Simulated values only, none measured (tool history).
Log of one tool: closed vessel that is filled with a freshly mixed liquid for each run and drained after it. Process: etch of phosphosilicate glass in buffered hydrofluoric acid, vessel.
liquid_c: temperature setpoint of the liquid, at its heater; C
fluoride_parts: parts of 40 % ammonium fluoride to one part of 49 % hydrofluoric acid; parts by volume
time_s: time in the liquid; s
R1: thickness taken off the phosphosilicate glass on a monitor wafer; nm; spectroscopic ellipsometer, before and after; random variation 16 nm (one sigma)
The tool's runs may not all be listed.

{"run": 1, "day": 0.0, "liquid_c": 23, "fluoride_parts": 10.5, "time_s": 85, "R1": 746.16}
{"run": 2, "day": 0.033, "liquid_c": 21.5, "fluoride_parts": 10.5, "time_s": 85, "R1": 693.97}
{"run": 3, "day": 0.158, "liquid_c": 21.5, "fluoride_parts": 7.5, "time_s": 85, "R1": 945.47}
{"run": 4, "day": 0.504, "liquid_c": 21.5, "fluoride_parts": 9, "time_s": 85, "R1": 782.79}
{"run": 5, "day": 0.858, "liquid_c": 20, "fluoride_parts": 9, "time_s": 85, "R1": 707.7}
{"run": 6, "day": 0.988, "liquid_c": 23.5, "fluoride_parts": 9, "time_s": 85, "R1": 867.01}
{"run": 7, "day": 1.246, "liquid_c": 27.5, "fluoride_parts": 6, "time_s": 85, "R1": 1624.9}

Forecast run 8:
{"run": 8, "day": 1.3, "liquid_c": 28.5, "fluoride_parts": 6, "time_s": 85, "R1": "?"}

{"run 8": {"R1": 1707.5}}

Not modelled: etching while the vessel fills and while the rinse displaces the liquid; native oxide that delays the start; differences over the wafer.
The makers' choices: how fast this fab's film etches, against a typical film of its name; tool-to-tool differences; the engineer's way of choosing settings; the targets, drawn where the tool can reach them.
